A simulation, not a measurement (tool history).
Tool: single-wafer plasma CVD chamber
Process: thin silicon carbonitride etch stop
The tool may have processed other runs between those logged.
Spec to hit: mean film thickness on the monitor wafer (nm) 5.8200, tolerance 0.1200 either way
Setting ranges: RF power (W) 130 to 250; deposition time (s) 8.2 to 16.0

| run | day | RF power (W) | deposition time (s) | mean film thickness on the monitor wafer (nm) |
|---|---|---|---|---|
| 1 | 0.000 | 190 | 12.1 | 7.1898 |
| 2 | 0.079 | 210 | 12.1 | 7.5085 |
| 3 | 0.179 | 210 | 11.5 | 7.1370 |
| 4 | 0.392 | 210 | 12.7 | 7.8990 |
| 5 | 0.733 | 235 | 12.7 | 8.2991 |
| 6 | 0.929 | 235 | 13.6 | 8.8785 |
| 7 | 1.271 | 215 | 12.8 | 8.0288 |
| 8 | 1.396 | 200 | 12.2 | 7.3919 |
| 9 | 1.562 | 185 | 11.8 | 6.9336 |
| 10 | 1.821 | 175 | 11.5 | 6.5820 |
| 11 | 1.988 | 165 | 11.4 | 6.3458 |
| 12 | 2.042 | 135 | 11.1 | 5.5559 |
| 13 | 2.325 | 140 | 11.1 | 5.6596 |

Next run, 5 choices. One meets every target within its allowed miss, the rest don't. Which?
| A | 2.608 | 130 | 11.8 | ? |
| B | 2.608 | 135 | 10.7 | ? |
| C | 2.608 | 135 | 10.9 | ? |
| D | 2.608 | 130 | 11.3 | ? |
| E | 2.608 | 150 | 10.1 | ? |

| move | mean film thickness on the monitor wafer (nm) |
|---|---|
| A | 5.7828 |
| B | 5.3587 |
| C | 5.4589 |
| D | 5.5377 |
| E | 5.3550 |
A: each result inside its tolerance
B: its largest miss is bigger than the last run's
C: its largest miss is bigger than the last run's
D: its largest miss is bigger than the last run's
E: its largest miss is bigger than the last run's
Answer: A
